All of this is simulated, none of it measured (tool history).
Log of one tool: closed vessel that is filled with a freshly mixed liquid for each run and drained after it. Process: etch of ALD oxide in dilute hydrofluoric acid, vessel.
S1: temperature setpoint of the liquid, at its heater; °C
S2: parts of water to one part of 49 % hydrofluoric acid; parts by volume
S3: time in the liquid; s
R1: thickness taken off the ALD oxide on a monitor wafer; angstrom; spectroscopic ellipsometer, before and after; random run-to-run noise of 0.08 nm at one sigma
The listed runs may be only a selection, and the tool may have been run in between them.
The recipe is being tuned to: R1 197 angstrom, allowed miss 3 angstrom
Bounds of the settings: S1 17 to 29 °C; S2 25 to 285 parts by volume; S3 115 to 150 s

run	hour	S1	S2	S3	R1
1	0	21	155	150	177.5
2	4.8	21	200	150	131.87
3	9.3	22	200	150	136.99
4	13.7	22	180	150	155.86
5	22.2	22	180	150	155.56
6	29.1	22.5	180	150	158.83
7	32.7	23	180	150	160.99
8	35.8	23.5	180	150	164.08
9	37.5	24	180	150	166.88
10	40.9	24.5	180	150	172.11
11	48.7	28	180	150	195.17

Which single option among these 4 for the next run brings every result within its allowed miss of target? Just one does.
A	56.5	26.5	145	120	?
B	56.5	28.5	175	140	?
C	56.5	28.5	145	115	?
D	56.5	29	150	115	?

move	R1
A	190.69
B	191.2
C	196.79
D	192.5
A: lands further from the targets than the last run did
B: lands further from the targets than the last run did
C: every result lands within tolerance
D: lands further from the targets than the last run did
Answer: C
